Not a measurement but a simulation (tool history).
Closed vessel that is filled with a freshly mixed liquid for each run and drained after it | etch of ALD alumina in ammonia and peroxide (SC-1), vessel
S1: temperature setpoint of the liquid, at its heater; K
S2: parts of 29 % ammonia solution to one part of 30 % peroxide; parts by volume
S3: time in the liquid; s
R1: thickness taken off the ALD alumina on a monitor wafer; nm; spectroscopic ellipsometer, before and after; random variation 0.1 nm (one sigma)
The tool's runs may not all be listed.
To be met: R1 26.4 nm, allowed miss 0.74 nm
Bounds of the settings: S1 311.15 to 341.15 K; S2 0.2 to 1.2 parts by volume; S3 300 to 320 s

{"run": 1, "hour": 0.0, "S1": 325.15, "S2": 0.85, "S3": 300, "R1": 18.021}
{"run": 2, "hour": 6.8, "S1": 325.15, "S2": 0.65, "S3": 300, "R1": 17.639}
{"run": 3, "hour": 8.6, "S1": 325.15, "S2": 0.65, "S3": 320, "R1": 18.779}
{"run": 4, "hour": 16.6, "S1": 326.65, "S2": 0.65, "S3": 320, "R1": 20.411}
{"run": 5, "hour": 25.6, "S1": 326.65, "S2": 0.65, "S3": 300, "R1": 19.159}
{"run": 6, "hour": 29.2, "S1": 328.15, "S2": 0.65, "S3": 300, "R1": 20.758}
{"run": 7, "hour": 38.2, "S1": 329.15, "S2": 0.65, "S3": 300, "R1": 21.601}
{"run": 8, "hour": 47.3, "S1": 330.15, "S2": 0.65, "S3": 300, "R1": 23.133}
{"run": 9, "hour": 53.2, "S1": 330.65, "S2": 0.65, "S3": 300, "R1": 23.587}
{"run": 10, "hour": 57.4, "S1": 331.15, "S2": 0.65, "S3": 300, "R1": 24.016}
{"run": 11, "hour": 63.1, "S1": 331.65, "S2": 0.65, "S3": 300, "R1": 24.87}
{"run": 12, "hour": 67.4, "S1": 332.15, "S2": 0.65, "S3": 300, "R1": 25.469}

5 next moves are on the table. One of them brings every result within its allowed miss. Which?
{"run": "A", "hour": 71.7, "S1": 335.15, "S2": 0.45, "S3": 300, "R1": "?"}
{"run": "B", "hour": 71.7, "S1": 330.15, "S2": 0.55, "S3": 320, "R1": "?"}
{"run": "C", "hour": 71.7, "S1": 333.15, "S2": 0.45, "S3": 320, "R1": "?"}
{"run": "D", "hour": 71.7, "S1": 332.15, "S2": 0.7, "S3": 305, "R1": "?"}
{"run": "E", "hour": 71.7, "S1": 332.15, "S2": 1.1, "S3": 315, "R1": "?"}

move=A R1=28.744
move=B R1=24.15
move=C R1=27.686
move=D R1=26.134
move=E R1=28.173
A: takes the result that was furthest off past its target
B: further off than the last run
C: takes the result that was furthest off past its target
D: meets every target
E: takes the result that was furthest off past its target
Answer: D
